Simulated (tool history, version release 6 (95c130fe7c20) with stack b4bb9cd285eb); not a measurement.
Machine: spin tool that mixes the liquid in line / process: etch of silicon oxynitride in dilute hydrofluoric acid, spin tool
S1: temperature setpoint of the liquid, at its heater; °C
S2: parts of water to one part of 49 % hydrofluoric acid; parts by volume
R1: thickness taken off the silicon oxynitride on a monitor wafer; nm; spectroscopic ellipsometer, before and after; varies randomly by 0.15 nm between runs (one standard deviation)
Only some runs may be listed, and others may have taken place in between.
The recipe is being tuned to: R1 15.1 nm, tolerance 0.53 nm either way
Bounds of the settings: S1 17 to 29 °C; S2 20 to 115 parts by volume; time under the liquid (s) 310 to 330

Run 1, day 0: S1 21 °C, S2 65 parts by volume, time under the liquid (s) 310. Result: R1 7.0614 nm.
Run 2, day 0.208: S1 22 °C, S2 60 parts by volume, time under the liquid (s) 310. Result: R1 8.0842 nm.
Run 3, day 0.567: S1 23 °C, S2 60 parts by volume, time under the liquid (s) 310. Result: R1 8.4384 nm.
Run 4, day 0.85: S1 23 °C, S2 60 parts by volume, time under the liquid (s) 310. Result: R1 8.4158 nm.
Run 5, day 1: S1 23.5 °C, S2 55 parts by volume, time under the liquid (s) 310. Result: R1 9.4185 nm.
Run 6, day 1.167: S1 24 °C, S2 55 parts by volume, time under the liquid (s) 310. Result: R1 9.8053 nm.
Run 7, day 1.471: S1 24.5 °C, S2 55 parts by volume, time under the liquid (s) 310. Result: R1 9.8312 nm.
Run 8, day 1.521: S1 25 °C, S2 55 parts by volume, time under the liquid (s) 310. Result: R1 10.059 nm.
Run 9, day 1.679: S1 25.5 °C, S2 55 parts by volume, time under the liquid (s) 310. Result: R1 10.358 nm.
Run 10, day 1.742: S1 26 °C, S2 55 parts by volume, time under the liquid (s) 310. Result: R1 10.588 nm.
Run 11, day 1.767: S1 26.5 °C, S2 55 parts by volume, time under the liquid (s) 310. Result: R1 10.951 nm.
Run 12, day 2.012: S1 27 °C, S2 55 parts by volume, time under the liquid (s) 310. Result: R1 11.138 nm.
Run 13, day 2.258: S1 27 °C, S2 55 parts by volume, time under the liquid (s) 310. Result: R1 11.199 nm.
Run 14, day 2.596: S1 28 °C, S2 50 parts by volume, time under the liquid (s) 310. Result: R1 13.039 nm.

Exactly one of the 4 candidate moves below puts every result within its allowed miss. Which one?
Run A, day 2.933: S1 27 °C, S2 55 parts by volume, time under the liquid (s) 320. Result: R1 ?.
Run B, day 2.933: S1 29 °C, S2 45 parts by volume, time under the liquid (s) 310. Result: R1 ?.
Run C, day 2.933: S1 26.5 °C, S2 40 parts by volume, time under the liquid (s) 330. Result: R1 ?.
Run D, day 2.933: S1 27 °C, S2 50 parts by volume, time under the liquid (s) 330. Result: R1 ?.

move      R1
   A   11.77
   B  15.477
   C  16.548
   D  13.422
A: further off than the last run
B: meets every target
C: moves the result that the last run missed by most past its target, out the other side
D: an improvement on the last run, though not all results are within tolerance
Correct choice: B, which meets every target

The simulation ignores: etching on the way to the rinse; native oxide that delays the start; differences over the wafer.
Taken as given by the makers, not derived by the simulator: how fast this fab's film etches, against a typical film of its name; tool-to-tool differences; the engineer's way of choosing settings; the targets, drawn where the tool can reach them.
